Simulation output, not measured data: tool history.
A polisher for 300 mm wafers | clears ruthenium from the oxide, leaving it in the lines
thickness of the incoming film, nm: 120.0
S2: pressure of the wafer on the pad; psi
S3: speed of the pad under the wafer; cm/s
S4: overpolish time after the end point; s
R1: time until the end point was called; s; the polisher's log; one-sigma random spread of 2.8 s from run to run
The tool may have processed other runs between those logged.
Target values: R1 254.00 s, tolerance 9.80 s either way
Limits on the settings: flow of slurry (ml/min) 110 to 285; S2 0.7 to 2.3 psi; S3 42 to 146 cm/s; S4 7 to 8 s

Run 1, hour 0.0: flow of slurry (ml/min) 180, S2 1.5 psi, S3 94 cm/s, S4 8 s. Result: R1 147.64 s.
Run 2, hour 0.6: flow of slurry (ml/min) 205, S2 1.5 psi, S3 94 cm/s, S4 8 s. Result: R1 144.61 s.
Run 3, hour 5.8: flow of slurry (ml/min) 205, S2 1.6 psi, S3 94 cm/s, S4 8 s. Result: R1 138.23 s.
Run 4, hour 11.4: flow of slurry (ml/min) 205, S2 1.6 psi, S3 94 cm/s, S4 7 s. Result: R1 137.10 s.
Run 5, hour 17.9: flow of slurry (ml/min) 205, S2 1.4 psi, S3 92 cm/s, S4 7 s. Result: R1 159.68 s.
Run 6, hour 18.9: flow of slurry (ml/min) 180, S2 1.4 psi, S3 92 cm/s, S4 7 s. Result: R1 160.44 s.
Run 7, hour 24.3: flow of slurry (ml/min) 180, S2 1.2 psi, S3 92 cm/s, S4 7 s. Result: R1 182.58 s.
Run 8, hour 26.3: flow of slurry (ml/min) 180, S2 1.1 psi, S3 92 cm/s, S4 7 s. Result: R1 198.38 s.

4 next moves are on the table. One of them brings every result within its allowed miss. Which?
Run A, hour 28.3: flow of slurry (ml/min) 110, S2 1.0 psi, S3 102 cm/s, S4 7 s. Result: R1 ?.
Run B, hour 28.3: flow of slurry (ml/min) 150, S2 1.3 psi, S3 100 cm/s, S4 7 s. Result: R1 ?.
Run C, hour 28.3: flow of slurry (ml/min) 180, S2 1.0 psi, S3 112 cm/s, S4 8 s. Result: R1 ?.
Run D, hour 28.3: flow of slurry (ml/min) 180, S2 1.0 psi, S3 78 cm/s, S4 8 s. Result: R1 ?.

move      R1
   A  217.02
   B  164.22
   C  178.14
   D  253.01
A: better than the last run, though not everything is in spec
B: the biggest miss grows against the last run
C: the biggest miss grows against the last run
D: every result within its allowed miss
The move that meets every target is D.
